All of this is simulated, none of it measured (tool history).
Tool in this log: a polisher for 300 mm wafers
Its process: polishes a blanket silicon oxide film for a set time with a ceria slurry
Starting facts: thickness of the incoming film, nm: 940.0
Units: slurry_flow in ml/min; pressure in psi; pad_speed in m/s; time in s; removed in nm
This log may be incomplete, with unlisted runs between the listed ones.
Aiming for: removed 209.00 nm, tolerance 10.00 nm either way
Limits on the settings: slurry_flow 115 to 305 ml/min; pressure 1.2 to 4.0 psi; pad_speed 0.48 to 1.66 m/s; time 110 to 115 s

Run 1, day 0.000: slurry_flow 195 ml/min, pressure 2.6 psi, pad_speed 1.06 m/s, time 110 s. Result: removed 359.57 nm.
Run 2, day 0.333: slurry_flow 195 ml/min, pressure 2.5 psi, pad_speed 1.06 m/s, time 110 s. Result: removed 360.43 nm.
Run 3, day 0.621: slurry_flow 195 ml/min, pressure 2.5 psi, pad_speed 1.06 m/s, time 110 s. Result: removed 350.13 nm.
Run 4, day 0.950: slurry_flow 195 ml/min, pressure 2.4 psi, pad_speed 1.06 m/s, time 110 s. Result: removed 333.56 nm.
Run 5, day 1.250: slurry_flow 195 ml/min, pressure 2.4 psi, pad_speed 0.86 m/s, time 110 s. Result: removed 280.06 nm.
Run 6, day 1.350: slurry_flow 195 ml/min, pressure 2.3 psi, pad_speed 0.86 m/s, time 110 s. Result: removed 275.64 nm.
Run 7, day 1.596: slurry_flow 195 ml/min, pressure 2.2 psi, pad_speed 0.86 m/s, time 110 s. Result: removed 265.08 nm.
Run 8, day 1.954: slurry_flow 195 ml/min, pressure 2.1 psi, pad_speed 0.86 m/s, time 110 s. Result: removed 249.03 nm.
Run 9, day 2.150: slurry_flow 195 ml/min, pressure 1.9 psi, pad_speed 0.86 m/s, time 110 s. Result: removed 231.37 nm.
Run 10, day 2.471: slurry_flow 195 ml/min, pressure 1.6 psi, pad_speed 0.86 m/s, time 110 s. Result: removed 192.24 nm.

Which one of the following 5 next-run settings gets every result inside its allowed miss? There is exactly one.
Run A, day 2.792: slurry_flow 200 ml/min, pressure 1.8 psi, pad_speed 0.80 m/s, time 112 s. Result: removed ?.
Run B, day 2.792: slurry_flow 225 ml/min, pressure 1.6 psi, pad_speed 0.70 m/s, time 114 s. Result: removed ?.
Run C, day 2.792: slurry_flow 210 ml/min, pressure 1.8 psi, pad_speed 0.88 m/s, time 113 s. Result: removed ?.
Run D, day 2.792: slurry_flow 205 ml/min, pressure 1.4 psi, pad_speed 0.94 m/s, time 113 s. Result: removed ?.
Run E, day 2.792: slurry_flow 235 ml/min, pressure 1.5 psi, pad_speed 0.80 m/s, time 112 s. Result: removed ?.

move  removed
   A   207.52
   B   172.17
   C   227.03
   D   188.08
   E   177.23
A: every result within its allowed miss
B: further off than the last run
C: carries the result that was furthest off beyond its target, to the other side
D: further off than the last run
E: further off than the last run
So the answer is move A, the one that meets all the targets.
